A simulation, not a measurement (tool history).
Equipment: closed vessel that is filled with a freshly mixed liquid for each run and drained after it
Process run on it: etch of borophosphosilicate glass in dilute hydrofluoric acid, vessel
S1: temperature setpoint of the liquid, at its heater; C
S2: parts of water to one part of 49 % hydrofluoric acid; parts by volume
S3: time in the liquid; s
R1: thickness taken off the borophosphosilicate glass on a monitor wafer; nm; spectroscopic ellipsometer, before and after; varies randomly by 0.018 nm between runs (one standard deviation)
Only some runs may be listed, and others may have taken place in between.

run 1 hour=0.0 | S1=23.0 S2=125 S3=30 | R1=5.4723
run 2 hour=7.4 | S1=22.0 S2=125 S3=30 | R1=5.2828
run 3 hour=13.3 | S1=25.5 S2=125 S3=30 | R1=6.0465
run 4 hour=20.3 | S1=24.0 S2=125 S3=30 | R1=5.6683
run 5 hour=28.8 | S1=22.5 S2=125 S3=30 | R1=5.3821
run 6 hour=33.6 | S1=22.5 S2=95 S3=30 | R1=7.3295
run 7 hour=40.5 | S1=21.0 S2=100 S3=30 | R1=6.4959

Forecast run 8:
run 8 hour=41.3 | S1=20.0 S2=105 S3=30 | R1=?

R1: 5.9093 nm
